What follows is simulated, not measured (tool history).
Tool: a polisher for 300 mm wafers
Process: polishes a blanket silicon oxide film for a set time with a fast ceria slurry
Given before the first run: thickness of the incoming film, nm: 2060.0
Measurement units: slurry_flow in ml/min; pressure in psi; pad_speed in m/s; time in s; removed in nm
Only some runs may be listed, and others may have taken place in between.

| run | hour | slurry_flow | pressure | pad_speed | time | removed |
|---|---|---|---|---|---|---|
| 1 | 0 | 275 | 3.4 | 1.24 | 46 | 903.66 |
| 2 | 9 | 275 | 3.1 | 1.2 | 46 | 808.21 |
| 3 | 11.2 | 275 | 3.1 | 1.2 | 46 | 797.19 |
| 4 | 16.9 | 305 | 3.1 | 1.2 | 46 | 805.52 |
| 5 | 18.3 | 305 | 3.1 | 0.94 | 46 | 633.99 |
| 6 | 23.4 | 305 | 2.9 | 0.94 | 46 | 596.88 |

Run 7 has not been measured yet. What should we expect?
| 7 | 32.1 | 305 | 2.7 | 0.94 | 46 | ? |

removed: 561.41 nm
